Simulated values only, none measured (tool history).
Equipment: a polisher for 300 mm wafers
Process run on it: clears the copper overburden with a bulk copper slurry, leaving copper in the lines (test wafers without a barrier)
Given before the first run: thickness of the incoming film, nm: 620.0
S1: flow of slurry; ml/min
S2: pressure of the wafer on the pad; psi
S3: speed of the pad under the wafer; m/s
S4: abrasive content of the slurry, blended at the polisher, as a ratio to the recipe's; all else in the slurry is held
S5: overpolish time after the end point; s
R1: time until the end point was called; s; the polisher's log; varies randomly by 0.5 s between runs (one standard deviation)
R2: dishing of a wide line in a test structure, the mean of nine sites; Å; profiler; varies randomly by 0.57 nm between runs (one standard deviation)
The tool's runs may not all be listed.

{"run": 1, "day": 0.0, "S1": 170, "S2": 1.9, "S3": 1.36, "S4": 1.0, "S5": 12, "R1": 70.006, "R2": 332.63}
{"run": 2, "day": 0.204, "S1": 170, "S2": 1.9, "S3": 1.12, "S4": 1.0, "S5": 12, "R1": 83.922, "R2": 295.15}
{"run": 3, "day": 0.542, "S1": 170, "S2": 1.9, "S3": 1.12, "S4": 0.85, "S5": 12, "R1": 88.753, "R2": 303.02}
{"run": 4, "day": 0.688, "S1": 170, "S2": 1.9, "S3": 1.12, "S4": 0.85, "S5": 8, "R1": 87.145, "R2": 258.25}
{"run": 5, "day": 0.771, "S1": 170, "S2": 1.9, "S3": 1.4, "S4": 0.85, "S5": 8, "R1": 70.318, "R2": 288.05}
{"run": 6, "day": 1.021, "S1": 170, "S2": 1.9, "S3": 1.4, "S4": 0.65, "S5": 8, "R1": 75.592, "R2": 277.56}
{"run": 7, "day": 1.342, "S1": 175, "S2": 2.0, "S3": 1.4, "S4": 0.65, "S5": 8, "R1": 72.362, "R2": 277.26}

What does the tool deliver on the next run?
{"run": 8, "day": 1.508, "S1": 175, "S2": 2.1, "S3": 1.4, "S4": 0.65, "S5": 8, "R1": "?", "R2": "?"}

Run 8 measured R1 68.594 s, R2 294.04 Å.
